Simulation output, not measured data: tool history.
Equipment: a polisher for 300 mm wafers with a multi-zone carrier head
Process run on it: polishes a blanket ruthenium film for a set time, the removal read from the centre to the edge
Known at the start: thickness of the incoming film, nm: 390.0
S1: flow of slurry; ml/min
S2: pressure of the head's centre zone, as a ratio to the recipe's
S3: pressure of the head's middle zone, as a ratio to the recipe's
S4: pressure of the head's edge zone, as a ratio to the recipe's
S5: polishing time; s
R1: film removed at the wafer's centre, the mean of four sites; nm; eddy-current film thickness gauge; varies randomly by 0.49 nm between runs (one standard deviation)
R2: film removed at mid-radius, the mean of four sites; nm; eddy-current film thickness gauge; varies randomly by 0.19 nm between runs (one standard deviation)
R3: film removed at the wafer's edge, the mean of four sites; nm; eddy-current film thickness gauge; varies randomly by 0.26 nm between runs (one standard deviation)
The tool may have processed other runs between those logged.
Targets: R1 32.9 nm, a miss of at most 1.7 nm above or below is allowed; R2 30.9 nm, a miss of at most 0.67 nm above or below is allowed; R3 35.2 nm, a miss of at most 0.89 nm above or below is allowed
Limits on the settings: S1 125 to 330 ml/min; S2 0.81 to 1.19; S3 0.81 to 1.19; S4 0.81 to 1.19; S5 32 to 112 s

| run | hour | S1 | S2 | S3 | S4 | S5 | R1 | R2 | R3 |
|---|---|---|---|---|---|---|---|---|---|
| 1 | 0 | 210 | 1 | 1 | 1 | 72 | 46.371 | 46.361 | 46.23 |
| 2 | 7.4 | 210 | 1 | 1 | 1.08 | 72 | 47.15 | 45.892 | 47.374 |
| 3 | 8 | 210 | 1 | 1 | 1.16 | 72 | 46.863 | 46.136 | 49.15 |
| 4 | 14.8 | 210 | 1 | 1 | 1.19 | 72 | 44.686 | 46.044 | 49.787 |
| 5 | 23.6 | 210 | 1 | 1 | 1.19 | 55 | 35.507 | 35.119 | 37.409 |
| 6 | 24.7 | 210 | 1 | 1 | 1.15 | 55 | 35.28 | 35.224 | 37.157 |
| 7 | 29.3 | 210 | 1 | 1 | 1.15 | 55 | 35.642 | 35.037 | 36.942 |
| 8 | 30.7 | 150 | 0.97 | 0.9 | 1.12 | 54 | 31.686 | 29.703 | 34.445 |
|  | 37.9 | worn pad replaced by a new one |
| 9 | 37.9 | 160 | 0.97 | 0.9 | 1.12 | 54 | 35.236 | 33.726 | 39.391 |
| 10 | 42.1 | 150 | 0.98 | 0.91 | 1.12 | 54 | 35.564 | 33.673 | 38.851 |
| 11 | 50.7 | 150 | 0.98 | 0.91 | 1.12 | 54 | 35.476 | 33.802 | 39.058 |
| 12 | 58.1 | 150 | 0.98 | 0.91 | 1.12 | 54 | 35.373 | 33.748 | 38.572 |
| 13 | 59.2 | 175 | 0.97 | 0.91 | 1.11 | 54 | 36.321 | 34.594 | 39.507 |
| 14 | 66.4 | 160 | 0.98 | 0.92 | 1.12 | 54 | 36.267 | 34.692 | 39.824 |
| 15 | 71.9 | 185 | 0.97 | 0.91 | 1.12 | 53 | 35.825 | 34.779 | 39.81 |
| 16 | 80.2 | 140 | 0.94 | 0.84 | 1.02 | 50 | 30.914 | 28.41 | 34.564 |
| 17 | 87.6 | 155 | 0.94 | 0.85 | 1.01 | 50 | 31.293 | 29.58 | 34.752 |
| 18 | 90.9 | 165 | 0.95 | 0.85 | 1.01 | 50 | 32.33 | 30.274 | 34.633 |

Next run, 5 choices. One meets every target within its allowed miss, the rest don't. Which?
| A | 94.2 | 165 | 1.03 | 0.82 | 0.99 | 50 | ? | ? | ? |
| B | 94.2 | 180 | 1.05 | 0.89 | 0.99 | 49 | ? | ? | ? |
| C | 94.2 | 125 | 1 | 0.89 | 1.04 | 49 | ? | ? | ? |
| D | 94.2 | 270 | 0.96 | 0.95 | 1.09 | 43 | ? | ? | ? |
| E | 94.2 | 185 | 0.95 | 0.88 | 1.03 | 49 | ? | ? | ? |

| move | R1 | R2 | R3 |
|---|---|---|---|
| A | 36.252 | 29.345 | 34.996 |
| B | 36.926 | 31.277 | 34.685 |
| C | 31.978 | 28.768 | 33.221 |
| D | 31.622 | 30.748 | 32.854 |
| E | 33.565 | 31.154 | 35.286 |
A: the biggest miss grows against the last run
B: brings the last run's worst result on target, with another outside its allowed miss
C: the biggest miss grows against the last run
D: brings the last run's worst result on target, with another outside its allowed miss
E: hits every target within its allowed miss
Move E is the one to make.
